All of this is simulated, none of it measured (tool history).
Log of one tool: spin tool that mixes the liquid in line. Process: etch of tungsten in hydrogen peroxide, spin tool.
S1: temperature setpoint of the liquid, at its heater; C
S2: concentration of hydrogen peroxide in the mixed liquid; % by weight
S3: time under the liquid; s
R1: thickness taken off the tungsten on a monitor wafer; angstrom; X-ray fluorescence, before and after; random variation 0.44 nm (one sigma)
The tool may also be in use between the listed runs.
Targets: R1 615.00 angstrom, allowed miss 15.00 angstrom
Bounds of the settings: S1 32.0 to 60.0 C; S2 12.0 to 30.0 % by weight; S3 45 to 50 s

run 1 hour=0.0 | S1=44.0 S2=21.5 S3=45 | R1=447.89
run 2 hour=2.7 | S1=44.0 S2=21.5 S3=45 | R1=442.95
run 3 hour=7.5 | S1=48.0 S2=21.5 S3=45 | R1=576.81
run 4 hour=16.1 | S1=48.0 S2=18.0 S3=45 | R1=535.99
run 5 hour=24.0 | S1=48.5 S2=18.0 S3=45 | R1=544.16
run 6 hour=29.1 | S1=49.0 S2=18.0 S3=45 | R1=558.68
run 7 hour=37.2 | S1=49.5 S2=18.0 S3=45 | R1=587.02
run 8 hour=44.6 | S1=50.0 S2=18.0 S3=45 | R1=587.44

Which of these 5 next moves meets every target?
run A hour=52.0 | S1=48.0 S2=19.0 S3=45 | R1=?
run B hour=52.0 | S1=48.5 S2=18.0 S3=45 | R1=?
run C hour=52.0 | S1=48.0 S2=19.5 S3=50 | R1=?
run D hour=52.0 | S1=49.5 S2=17.5 S3=45 | R1=?
run E hour=52.0 | S1=49.5 S2=13.5 S3=50 | R1=?

move=A R1=536.87
move=B R1=538.95
move=C R1=604.32
move=D R1=565.12
move=E R1=551.50
A: further off than the last run
B: further off than the last run
C: meets every target
D: further off than the last run
E: further off than the last run
Move C is the one to make.

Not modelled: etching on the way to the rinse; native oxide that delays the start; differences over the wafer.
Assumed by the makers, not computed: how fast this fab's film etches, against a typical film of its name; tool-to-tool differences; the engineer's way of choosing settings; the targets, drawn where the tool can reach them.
